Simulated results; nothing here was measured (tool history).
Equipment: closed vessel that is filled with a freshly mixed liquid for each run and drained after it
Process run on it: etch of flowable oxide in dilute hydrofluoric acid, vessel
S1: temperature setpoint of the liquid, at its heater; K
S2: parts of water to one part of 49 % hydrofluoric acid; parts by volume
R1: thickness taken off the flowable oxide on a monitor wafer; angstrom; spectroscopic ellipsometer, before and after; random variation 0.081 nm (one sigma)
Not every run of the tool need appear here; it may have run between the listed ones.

Run 1, hour 0: S1 298.15 K, S2 145 parts by volume, time in the liquid (s) 30. Result: R1 79.777 angstrom.
Run 2, hour 3.8: S1 298.15 K, S2 145 parts by volume, time in the liquid (s) 30. Result: R1 82.176 angstrom.
Run 3, hour 6.5: S1 299.15 K, S2 145 parts by volume, time in the liquid (s) 30. Result: R1 83.404 angstrom.
Run 4, hour 10.5: S1 300.15 K, S2 145 parts by volume, time in the liquid (s) 30. Result: R1 87.648 angstrom.
Run 5, hour 12.8: S1 300.65 K, S2 145 parts by volume, time in the liquid (s) 30. Result: R1 89.412 angstrom.
Run 6, hour 21.6: S1 301.15 K, S2 145 parts by volume, time in the liquid (s) 30. Result: R1 91.073 angstrom.
Run 7, hour 24.1: S1 301.15 K, S2 145 parts by volume, time in the liquid (s) 30. Result: R1 90.306 angstrom.

The next listed run, before its measurement:
Run 8, hour 33.2: S1 301.65 K, S2 145 parts by volume, time in the liquid (s) 30. Result: R1 ?.

R1: 92.983 angstrom

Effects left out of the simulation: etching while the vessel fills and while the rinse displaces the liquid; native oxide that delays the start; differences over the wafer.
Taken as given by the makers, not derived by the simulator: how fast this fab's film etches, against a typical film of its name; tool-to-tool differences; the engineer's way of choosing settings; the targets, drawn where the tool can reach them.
